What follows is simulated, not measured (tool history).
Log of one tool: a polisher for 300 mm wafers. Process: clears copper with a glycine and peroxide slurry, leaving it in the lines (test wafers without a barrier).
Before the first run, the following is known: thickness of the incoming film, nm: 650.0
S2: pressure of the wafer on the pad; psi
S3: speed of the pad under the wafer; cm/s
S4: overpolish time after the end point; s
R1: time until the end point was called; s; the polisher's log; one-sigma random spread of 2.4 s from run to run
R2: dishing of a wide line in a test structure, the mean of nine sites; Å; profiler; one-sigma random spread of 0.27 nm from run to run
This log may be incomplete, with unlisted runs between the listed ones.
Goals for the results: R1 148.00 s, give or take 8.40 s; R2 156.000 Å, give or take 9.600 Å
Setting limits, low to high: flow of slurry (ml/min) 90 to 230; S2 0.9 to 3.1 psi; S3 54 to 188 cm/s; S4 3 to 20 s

{"run": 1, "day": 0.0, "flow of slurry (ml/min)": 150, "S2": 2.0, "S3": 120, "S4": 10, "R1": 130.88, "R2": 315.82}
{"run": 2, "day": 0.254, "flow of slurry (ml/min)": 150, "S2": 2.4, "S3": 120, "S4": 10, "R1": 115.02, "R2": 360.86}
{"run": 3, "day": 0.358, "flow of slurry (ml/min)": 150, "S2": 2.3, "S3": 120, "S4": 9, "R1": 116.54, "R2": 315.59}
{"run": 4, "day": 0.671, "flow of slurry (ml/min)": 150, "S2": 2.2, "S3": 120, "S4": 8, "R1": 124.36, "R2": 274.75}
{"run": 5, "day": 0.975, "flow of slurry (ml/min)": 150, "S2": 2.2, "S3": 144, "S4": 8, "R1": 106.08, "R2": 314.07}
{"run": 6, "day": 1.325, "flow of slurry (ml/min)": 150, "S2": 2.1, "S3": 144, "S4": 7, "R1": 109.41, "R2": 275.8}
{"run": 7, "day": 1.488, "flow of slurry (ml/min)": 150, "S2": 2.0, "S3": 144, "S4": 7, "R1": 115.43, "R2": 267.01}
{"run": 8, "day": 1.596, "flow of slurry (ml/min)": 150, "S2": 1.9, "S3": 144, "S4": 6, "R1": 120.26, "R2": 213.18}
{"run": 9, "day": 1.658, "flow of slurry (ml/min)": 150, "S2": 1.8, "S3": 144, "S4": 6, "R1": 124.82, "R2": 210.35}
{"run": 10, "day": 1.917, "flow of slurry (ml/min)": 150, "S2": 1.7, "S3": 144, "S4": 6, "R1": 133.91, "R2": 207.02}
{"run": 11, "day": 2.15, "flow of slurry (ml/min)": 150, "S2": 1.5, "S3": 138, "S4": 3, "R1": 151.54, "R2": 98.143}
{"day": 2.5, "done": "head pressure recalibrated"}
{"run": 12, "day": 2.5, "flow of slurry (ml/min)": 150, "S2": 1.5, "S3": 140, "S4": 3, "R1": 138.38, "R2": 102.65}
{"run": 13, "day": 2.75, "flow of slurry (ml/min)": 140, "S2": 1.4, "S3": 136, "S4": 8, "R1": 149.46, "R2": 230.76}
{"run": 14, "day": 2.838, "flow of slurry (ml/min)": 140, "S2": 1.4, "S3": 134, "S4": 8, "R1": 153.08, "R2": 231.1}
{"run": 15, "day": 3.092, "flow of slurry (ml/min)": 145, "S2": 1.4, "S3": 132, "S4": 8, "R1": 154.15, "R2": 231.55}
{"run": 16, "day": 3.167, "flow of slurry (ml/min)": 145, "S2": 1.5, "S3": 130, "S4": 8, "R1": 149.63, "R2": 225.57}
{"run": 17, "day": 3.233, "flow of slurry (ml/min)": 145, "S2": 1.5, "S3": 130, "S4": 8, "R1": 153.45, "R2": 242.31}
{"run": 18, "day": 3.417, "flow of slurry (ml/min)": 150, "S2": 1.4, "S3": 136, "S4": 3, "R1": 154.8, "R2": 96.599}
{"run": 19, "day": 3.767, "flow of slurry (ml/min)": 150, "S2": 1.4, "S3": 138, "S4": 3, "R1": 148.93, "R2": 94.859}
{"run": 20, "day": 3.979, "flow of slurry (ml/min)": 150, "S2": 1.4, "S3": 140, "S4": 3, "R1": 146.83, "R2": 98.039}
{"run": 21, "day": 4.212, "flow of slurry (ml/min)": 150, "S2": 1.4, "S3": 142, "S4": 3, "R1": 148.09, "R2": 96.396}
{"run": 22, "day": 4.442, "flow of slurry (ml/min)": 140, "S2": 1.5, "S3": 138, "S4": 8, "R1": 145.3, "R2": 248.13}
{"run": 23, "day": 4.779, "flow of slurry (ml/min)": 145, "S2": 1.5, "S3": 134, "S4": 8, "R1": 145.82, "R2": 237.19}
{"run": 24, "day": 4.862, "flow of slurry (ml/min)": 150, "S2": 1.5, "S3": 132, "S4": 8, "R1": 148.25, "R2": 239.84}
{"run": 25, "day": 4.892, "flow of slurry (ml/min)": 150, "S2": 1.5, "S3": 130, "S4": 8, "R1": 151.02, "R2": 237.59}
{"run": 26, "day": 5.267, "flow of slurry (ml/min)": 145, "S2": 1.5, "S3": 128, "S4": 8, "R1": 151.0, "R2": 231.09}
{"run": 27, "day": 5.521, "flow of slurry (ml/min)": 145, "S2": 1.5, "S3": 126, "S4": 8, "R1": 155.05, "R2": 237.51}

4 next moves are on the table. One of them brings every result within its allowed miss. Which?
{"run": "A", "day": 5.775, "flow of slurry (ml/min)": 145, "S2": 1.4, "S3": 110, "S4": 5, "R1": "?", "R2": "?"}
{"run": "B", "day": 5.775, "flow of slurry (ml/min)": 150, "S2": 1.3, "S3": 122, "S4": 6, "R1": "?", "R2": "?"}
{"run": "C", "day": 5.775, "flow of slurry (ml/min)": 150, "S2": 1.8, "S3": 88, "S4": 7, "R1": "?", "R2": "?"}
{"run": "D", "day": 5.775, "flow of slurry (ml/min)": 150, "S2": 1.4, "S3": 142, "S4": 5, "R1": "?", "R2": "?"}

move=A R1=176.24 R2=132.550
move=B R1=171.59 R2=160.610
move=C R1=171.75 R2=186.480
move=D R1=144.86 R2=158.380
A: the result that was furthest off in the last run now lies on the other side of its target
B: puts the biggest miss on target and leaves a different result outside tolerance
C: nearer the targets than the last run, but a result is still out of spec
D: every result within its allowed miss
Go with D: it meets all targets.
